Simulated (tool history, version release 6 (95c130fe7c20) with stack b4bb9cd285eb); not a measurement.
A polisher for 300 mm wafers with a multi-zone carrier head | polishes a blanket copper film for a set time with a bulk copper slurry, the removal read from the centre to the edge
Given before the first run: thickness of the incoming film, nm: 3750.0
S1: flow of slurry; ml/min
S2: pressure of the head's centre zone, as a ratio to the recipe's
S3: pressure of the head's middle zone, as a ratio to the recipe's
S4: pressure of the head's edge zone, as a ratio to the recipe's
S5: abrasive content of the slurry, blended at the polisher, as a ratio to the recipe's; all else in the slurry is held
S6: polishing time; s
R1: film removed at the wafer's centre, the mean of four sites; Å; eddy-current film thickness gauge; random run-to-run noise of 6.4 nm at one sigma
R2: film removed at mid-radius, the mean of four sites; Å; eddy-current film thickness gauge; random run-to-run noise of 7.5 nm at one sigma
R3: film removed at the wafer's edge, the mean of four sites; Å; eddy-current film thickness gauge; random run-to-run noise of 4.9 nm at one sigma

{"run": 1, "day": 0.0, "S1": 200, "S2": 1, "S3": 1, "S4": 1, "S5": 1, "S6": 85, "R1": 6716.5, "R2": 6748.7, "R3": 6690.2}
{"run": 2, "day": 0.242, "S1": 200, "S2": 1, "S3": 0.97, "S4": 1, "S5": 1, "S6": 85, "R1": 6753, "R2": 6580.8, "R3": 6750.7}
{"run": 3, "day": 0.383, "S1": 200, "S2": 1, "S3": 0.9, "S4": 1, "S5": 1, "S6": 85, "R1": 6604.3, "R2": 6165.3, "R3": 6724.8}
{"run": 4, "day": 0.742, "S1": 195, "S2": 0.98, "S3": 0.91, "S4": 1, "S5": 1, "S6": 85, "R1": 6603, "R2": 6137.8, "R3": 6694.6}
{"run": 5, "day": 1.038, "S1": 200, "S2": 0.96, "S3": 0.93, "S4": 1.02, "S5": 1, "S6": 85, "R1": 6426.5, "R2": 6180.8, "R3": 6725.1}
{"run": 6, "day": 1.329, "S1": 200, "S2": 0.96, "S3": 0.93, "S4": 1.08, "S5": 1, "S6": 85, "R1": 6582.8, "R2": 6274.4, "R3": 6880}
{"run": 7, "day": 1.462, "S1": 195, "S2": 0.94, "S3": 0.94, "S4": 1.08, "S5": 1, "S6": 85, "R1": 6375.3, "R2": 6259.6, "R3": 6912.1}

Run 8 has not been measured yet. What should we expect?
{"run": 8, "day": 1.838, "S1": 190, "S2": 0.93, "S3": 0.95, "S4": 1.08, "S5": 1, "S6": 85, "R1": "?", "R2": "?", "R3": "?"}

{"run 8": {"R1": 6343.6, "R2": 6333.7, "R3": 6900.6}}

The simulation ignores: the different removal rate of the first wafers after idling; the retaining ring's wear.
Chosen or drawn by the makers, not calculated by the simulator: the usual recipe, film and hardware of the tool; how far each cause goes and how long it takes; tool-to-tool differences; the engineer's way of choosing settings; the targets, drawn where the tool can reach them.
